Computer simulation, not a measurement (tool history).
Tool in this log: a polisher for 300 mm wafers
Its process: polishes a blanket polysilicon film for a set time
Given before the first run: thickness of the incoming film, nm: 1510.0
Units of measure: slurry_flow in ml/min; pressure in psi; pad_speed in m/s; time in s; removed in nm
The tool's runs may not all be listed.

{"run": 1, "day": 0.0, "slurry_flow": 155, "pressure": 2.5, "pad_speed": 0.94, "time": 25, "removed": 210.81}
{"run": 2, "day": 0.258, "slurry_flow": 155, "pressure": 2.5, "pad_speed": 0.78, "time": 25, "removed": 182.09}
{"run": 3, "day": 0.412, "slurry_flow": 165, "pressure": 2.7, "pad_speed": 0.78, "time": 25, "removed": 199.76}
{"run": 4, "day": 0.525, "slurry_flow": 190, "pressure": 2.7, "pad_speed": 0.78, "time": 25, "removed": 202.88}
{"run": 5, "day": 0.788, "slurry_flow": 190, "pressure": 2.2, "pad_speed": 0.78, "time": 25, "removed": 165.52}
{"run": 6, "day": 1.062, "slurry_flow": 195, "pressure": 2.4, "pad_speed": 0.78, "time": 25, "removed": 179.66}

Forecast run 7:
{"run": 7, "day": 1.408, "slurry_flow": 195, "pressure": 2.6, "pad_speed": 0.78, "time": 25, "removed": "?"}

{"run 7": {"removed": 195.52}}

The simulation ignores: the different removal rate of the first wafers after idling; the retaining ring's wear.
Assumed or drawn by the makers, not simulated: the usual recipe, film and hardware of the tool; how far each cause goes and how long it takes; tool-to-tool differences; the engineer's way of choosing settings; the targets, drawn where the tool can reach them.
